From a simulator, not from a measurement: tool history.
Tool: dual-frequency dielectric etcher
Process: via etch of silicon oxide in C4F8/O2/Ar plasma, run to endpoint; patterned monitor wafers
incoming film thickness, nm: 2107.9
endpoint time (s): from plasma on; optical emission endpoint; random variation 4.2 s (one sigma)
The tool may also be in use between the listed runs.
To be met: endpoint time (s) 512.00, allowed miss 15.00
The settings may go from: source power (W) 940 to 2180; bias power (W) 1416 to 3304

Run 1, hour 0.0: source power (W) 1560, bias power (W) 2360. Result: endpoint time (s) 432.70.
Run 2, hour 7.5: source power (W) 1560, bias power (W) 2644. Result: endpoint time (s) 406.95.
Run 3, hour 9.4: source power (W) 1560, bias power (W) 2394. Result: endpoint time (s) 430.34.
Run 4, hour 12.1: source power (W) 1840, bias power (W) 2394. Result: endpoint time (s) 396.89.
Run 5, hour 16.9: source power (W) 1840, bias power (W) 2250. Result: endpoint time (s) 416.44.
Run 6, hour 18.1: source power (W) 2020, bias power (W) 2250. Result: endpoint time (s) 396.11.
Run 7, hour 20.5: source power (W) 1780, bias power (W) 2114. Result: endpoint time (s) 430.04.
Run 8, hour 28.4: source power (W) 1620, bias power (W) 2021. Result: endpoint time (s) 454.26.
Run 9, hour 30.4: source power (W) 1310, bias power (W) 1765. Result: endpoint time (s) 531.63.

4 next moves are on the table. One of them brings every result within its allowed miss. Which?
Run A, hour 32.4: source power (W) 1450, bias power (W) 1416. Result: endpoint time (s) ?.
Run B, hour 32.4: source power (W) 1270, bias power (W) 1609. Result: endpoint time (s) ?.
Run C, hour 32.4: source power (W) 1210, bias power (W) 2025. Result: endpoint time (s) ?.
Run D, hour 32.4: source power (W) 1200, bias power (W) 1792. Result: endpoint time (s) ?.

move  endpoint time (s)
   A             565.12
   B             560.60
   C             512.56
   D             544.86
A: further off than the last run
B: further off than the last run
C: meets every target
D: further off than the last run
Answer: C
